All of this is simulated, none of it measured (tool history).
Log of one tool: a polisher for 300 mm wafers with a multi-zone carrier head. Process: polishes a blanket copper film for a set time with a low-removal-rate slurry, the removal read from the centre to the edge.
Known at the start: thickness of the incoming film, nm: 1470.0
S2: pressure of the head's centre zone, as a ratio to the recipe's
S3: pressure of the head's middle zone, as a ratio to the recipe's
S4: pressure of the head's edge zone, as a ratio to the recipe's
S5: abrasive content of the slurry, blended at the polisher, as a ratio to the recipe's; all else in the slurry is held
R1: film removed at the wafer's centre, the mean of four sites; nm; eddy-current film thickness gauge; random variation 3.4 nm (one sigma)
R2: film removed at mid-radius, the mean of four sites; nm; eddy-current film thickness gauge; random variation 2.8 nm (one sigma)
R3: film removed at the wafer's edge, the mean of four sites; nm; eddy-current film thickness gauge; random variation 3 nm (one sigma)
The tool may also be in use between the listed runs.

run 1 hour=0 | flow_of_slurry_(ml/min)=160 S2=1 S3=1 S4=1 S5=1 polishing_time_(s)=79 | R1=222.68 R2=215.78 R3=217.35
run 2 hour=8 | flow_of_slurry_(ml/min)=160 S2=1 S3=1 S4=0.93 S5=1 polishing_time_(s)=79 | R1=222.89 R2=216.18 R3=216.25
run 3 hour=12.2 | flow_of_slurry_(ml/min)=160 S2=1 S3=0.94 S4=0.93 S5=1 polishing_time_(s)=79 | R1=223.92 R2=206.32 R3=216.27
run 4 hour=18.7 | flow_of_slurry_(ml/min)=160 S2=1 S3=1 S4=0.93 S5=1 polishing_time_(s)=79 | R1=220.8 R2=218.55 R3=215.44
run 5 hour=27.2 | flow_of_slurry_(ml/min)=160 S2=1 S3=1 S4=0.93 S5=1.2 polishing_time_(s)=79 | R1=231.98 R2=224.55 R3=224.31
run 6 hour=27.9 | flow_of_slurry_(ml/min)=160 S2=1 S3=1 S4=0.93 S5=1.2 polishing_time_(s)=98 | R1=286.76 R2=281.88 R3=275.82
run 7 hour=32.4 | flow_of_slurry_(ml/min)=175 S2=0.97 S3=1.04 S4=0.96 S5=1.3 polishing_time_(s)=100 | R1=297.03 R2=306.12 R3=293.26
run 8 hour=33.7 | flow_of_slurry_(ml/min)=185 S2=0.94 S3=1.08 S4=0.98 S5=1.35 polishing_time_(s)=102 | R1=299.48 R2=325.47 R3=305.81
run 9 hour=34.9 | flow_of_slurry_(ml/min)=195 S2=0.92 S3=1.11 S4=1 S5=1.4 polishing_time_(s)=103 | R1=301.88 R2=344.8 R3=310.78
run 10 hour=43.6 | flow_of_slurry_(ml/min)=200 S2=0.91 S3=1.13 S4=1.03 S5=1.45 polishing_time_(s)=104 | R1=303.07 R2=352.36 R3=319.12
run 11 hour=44.1 | flow_of_slurry_(ml/min)=205 S2=0.9 S3=1.14 S4=1.04 S5=1.45 polishing_time_(s)=105 | R1=311.7 R2=361.23 R3=324.16

Forecast run 12:
run 12 hour=45.7 | flow_of_slurry_(ml/min)=205 S2=0.89 S3=1.15 S4=1.05 S5=1.45 polishing_time_(s)=106 | R1=? R2=? R3=?

Run 12 gave R1 310.09 nm, R2 368.49 nm, R3 329.75 nm.
